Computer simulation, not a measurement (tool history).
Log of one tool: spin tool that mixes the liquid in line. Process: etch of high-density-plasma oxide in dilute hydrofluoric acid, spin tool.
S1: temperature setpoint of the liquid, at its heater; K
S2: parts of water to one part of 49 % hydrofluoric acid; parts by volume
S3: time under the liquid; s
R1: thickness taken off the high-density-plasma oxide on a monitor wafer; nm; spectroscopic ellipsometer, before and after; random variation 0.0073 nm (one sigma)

run,hour,S1,S2,S3,R1
1,0.0,296.15,255,70,1.3411
2,2.9,295.65,265,70,1.2848
3,4.3,295.15,280,70,1.1688
4,8.1,295.15,280,70,1.1815
5,9.0,295.15,200,70,1.8018
6,10.2,295.15,135,70,2.8418
7,18.2,294.65,160,70,2.2679

Run 8 comes next. What will it give?
8,22.1,294.15,180,70,?

{"run 8": {"R1": 1.9085}}
